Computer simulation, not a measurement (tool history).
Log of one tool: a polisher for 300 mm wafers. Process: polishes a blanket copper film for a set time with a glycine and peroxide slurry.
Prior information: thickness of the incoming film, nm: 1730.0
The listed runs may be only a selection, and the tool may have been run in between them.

run  hour  flow of slurry (ml/min)  pressure of the wafer on the pad (kPa)  speed of the pad under the wafer (cm/s)  polishing time (s)  film removed (nm)
  1   0.0                      165                                    17.9                                      112                  44             253.18
  2   2.8                      175                                    20.0                                      112                  44             281.28
  3   3.9                      180                                    21.4                                      112                  44             298.42
  4   7.8                      180                                    24.8                                      112                  44             339.32
  5  15.6                      190                                    25.5                                      112                  44             350.78
  6  20.6                      190                                    25.5                                      112                  39             310.00
  7  21.9                      190                                    26.2                                      116                  39             325.73
  8  25.4                      190                                    26.2                                      122                  39             335.82

For run 9, what comes out?
  9  26.2                      190                                    26.2                                      128                  39                  ?

film removed (nm): 344.83

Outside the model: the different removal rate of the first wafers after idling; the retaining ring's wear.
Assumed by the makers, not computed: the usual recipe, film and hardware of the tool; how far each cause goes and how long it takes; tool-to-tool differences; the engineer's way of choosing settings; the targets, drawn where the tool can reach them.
